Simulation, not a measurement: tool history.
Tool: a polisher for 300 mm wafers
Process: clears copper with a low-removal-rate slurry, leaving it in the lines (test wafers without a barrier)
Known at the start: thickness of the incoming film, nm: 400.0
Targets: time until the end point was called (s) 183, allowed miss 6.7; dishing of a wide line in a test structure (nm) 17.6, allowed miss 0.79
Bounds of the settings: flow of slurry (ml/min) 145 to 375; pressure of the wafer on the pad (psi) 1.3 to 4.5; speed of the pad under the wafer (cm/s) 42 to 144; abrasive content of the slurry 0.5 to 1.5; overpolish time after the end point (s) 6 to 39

| run | hour | flow of slurry (ml/min) | pressure of the wafer on the pad (psi) | speed of the pad under the wafer (cm/s) | abrasive content of the slurry | overpolish time after the end point (s) | time until the end point was called (s) | dishing of a wide line in a test structure (nm) |
|---|---|---|---|---|---|---|---|---|
| 1 | 0 | 240 | 2.9 | 92 | 1 | 20 | 176.1 | 38.554 |
| 2 | 4.7 | 240 | 2.8 | 92 | 1 | 18 | 180.55 | 33.953 |
| 3 | 12.8 | 240 | 2.8 | 92 | 1 | 17 | 179.1 | 32.87 |
| 4 | 13.5 | 240 | 2.5 | 92 | 1 | 17 | 194.83 | 29.733 |
| 5 | 16.9 | 240 | 1.9 | 92 | 1 | 17 | 234.8 | 25.091 |
| 6 | 24.1 | 240 | 1.9 | 92 | 1.05 | 17 | 234.94 | 25.484 |
| 7 | 30 | 240 | 2 | 92 | 1 | 16 | 223.23 | 25.158 |
| 8 | 36.2 | 240 | 2 | 92 | 0.95 | 15 | 228.64 | 22.375 |
| 9 | 37.5 | 240 | 2.1 | 92 | 0.9 | 14 | 221.3 | 22.168 |
| 10 | 38.9 | 245 | 2.4 | 96 | 1.15 | 6 | 184.57 | 11.801 |
| 11 | 46 | 245 | 2.4 | 96 | 1.1 | 6 | 187.83 | 11.631 |
|  | 48.9 | worn pad replaced by a new one |
| 12 | 48.9 | 240 | 2.4 | 96 | 1.05 | 6 | 179.95 | 12.321 |
| 13 | 52.8 | 240 | 2.4 | 96 | 1 | 6 | 178.87 | 12.305 |
| 14 | 53.4 | 240 | 2.4 | 96 | 0.9 | 8 | 183.38 | 15.985 |
| 15 | 55.3 | 240 | 2.4 | 96 | 0.85 | 8 | 183.57 | 15.672 |
| 16 | 61.9 | 240 | 2.4 | 96 | 0.75 | 8 | 188.75 | 15.313 |

4 next moves are on the table. One of them brings every result within its allowed miss. Which?
| A | 68.5 | 195 | 2.4 | 98 | 0.95 | 9 | ? | ? |
| B | 68.5 | 215 | 2.2 | 96 | 0.75 | 11 | ? | ? |
| C | 68.5 | 285 | 2.1 | 108 | 0.75 | 6 | ? | ? |
| D | 68.5 | 245 | 1.9 | 112 | 0.6 | 7 | ? | ? |

| move | time until the end point was called (s) | dishing of a wide line in a test structure (nm) |
|---|---|---|
| A | 180.73 | 17.668 |
| B | 201.18 | 19.274 |
| C | 180.73 | 11.961 |
| D | 197.37 | 12.732 |
A: meets every target
B: takes the result that was furthest off past its target
C: further off than the last run
D: further off than the last run
The right move is A.

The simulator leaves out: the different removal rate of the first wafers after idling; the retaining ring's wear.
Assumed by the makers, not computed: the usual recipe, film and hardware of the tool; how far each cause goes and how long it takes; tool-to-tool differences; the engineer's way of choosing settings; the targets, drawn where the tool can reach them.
